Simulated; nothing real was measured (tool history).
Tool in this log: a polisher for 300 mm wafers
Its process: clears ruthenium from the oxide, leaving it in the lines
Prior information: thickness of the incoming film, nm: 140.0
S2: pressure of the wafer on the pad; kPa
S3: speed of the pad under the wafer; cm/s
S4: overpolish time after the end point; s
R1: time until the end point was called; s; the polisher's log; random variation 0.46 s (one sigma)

run 1 hour=0 | flow_of_slurry_(ml/min)=315 S2=18.6 S3=116 S4=4 | R1=83.476
run 2 hour=4.1 | flow_of_slurry_(ml/min)=315 S2=20 S3=116 S4=4 | R1=78.409
run 3 hour=10.2 | flow_of_slurry_(ml/min)=315 S2=23.4 S3=116 S4=4 | R1=65.114
run 4 hour=16.4 | flow_of_slurry_(ml/min)=315 S2=20 S3=116 S4=4 | R1=78.088
run 5 hour=23.1 | flow_of_slurry_(ml/min)=315 S2=20 S3=94 S4=4 | R1=90.578
run 6 hour=26.5 | flow_of_slurry_(ml/min)=315 S2=20 S3=106 S4=4 | R1=84.077

For run 7, what comes out?
run 7 hour=34.5 | flow_of_slurry_(ml/min)=315 S2=21.4 S3=108 S4=4 | R1=?

Run 7 measured R1 76.965 s.
